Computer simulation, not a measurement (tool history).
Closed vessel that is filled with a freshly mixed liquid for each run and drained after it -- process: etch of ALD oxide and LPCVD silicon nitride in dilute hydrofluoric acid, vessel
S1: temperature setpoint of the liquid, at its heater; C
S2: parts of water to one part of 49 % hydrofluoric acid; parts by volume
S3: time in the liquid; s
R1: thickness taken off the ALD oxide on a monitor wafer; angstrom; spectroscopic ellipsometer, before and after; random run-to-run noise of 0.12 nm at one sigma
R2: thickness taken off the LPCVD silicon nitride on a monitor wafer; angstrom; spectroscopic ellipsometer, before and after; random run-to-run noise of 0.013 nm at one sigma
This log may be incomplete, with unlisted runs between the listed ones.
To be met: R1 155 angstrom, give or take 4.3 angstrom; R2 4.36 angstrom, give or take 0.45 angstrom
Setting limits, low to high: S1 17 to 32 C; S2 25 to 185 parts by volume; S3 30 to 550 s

| run | day | S1 | S2 | S3 | R1 | R2 |
|---|---|---|---|---|---|---|
| 1 | 0 | 24 | 105 | 280 | 322.82 | 10.945 |
| 2 | 0.375 | 27 | 105 | 280 | 357.11 | 13.427 |
| 3 | 0.558 | 27 | 70 | 280 | 568.95 | 19.679 |
| 4 | 0.717 | 27 | 85 | 280 | 449.41 | 16.933 |
| 5 | 1.033 | 26 | 90 | 280 | 404.25 | 14.494 |
| 6 | 1.125 | 25 | 95 | 280 | 368.35 | 13.57 |
| 7 | 1.367 | 21 | 135 | 225 | 174.32 | 6.0522 |
| 8 | 1.708 | 17 | 130 | 215 | 145.7 | 4.4316 |
| 9 | 2.079 | 17 | 125 | 210 | 149.69 | 4.4887 |

Which of these 5 next moves meets every target?
| A | 2.45 | 17.5 | 115 | 185 | ? | ? |
| B | 2.45 | 17 | 150 | 250 | ? | ? |
| C | 2.45 | 17 | 125 | 205 | ? | ? |
| D | 2.45 | 17 | 130 | 215 | ? | ? |
| E | 2.45 | 17 | 95 | 160 | ? | ? |

| move | R1 | R2 |
|---|---|---|
| A | 145.97 | 4.38 |
| B | 143.05 | 4.424 |
| C | 144.27 | 4.3253 |
| D | 144.77 | 4.3677 |
| E | 152.79 | 4.4025 |
A: its largest miss is bigger than the last run's
B: its largest miss is bigger than the last run's
C: its largest miss is bigger than the last run's
D: its largest miss is bigger than the last run's
E: each result inside its tolerance
So the answer is move E, the one that meets all the targets.

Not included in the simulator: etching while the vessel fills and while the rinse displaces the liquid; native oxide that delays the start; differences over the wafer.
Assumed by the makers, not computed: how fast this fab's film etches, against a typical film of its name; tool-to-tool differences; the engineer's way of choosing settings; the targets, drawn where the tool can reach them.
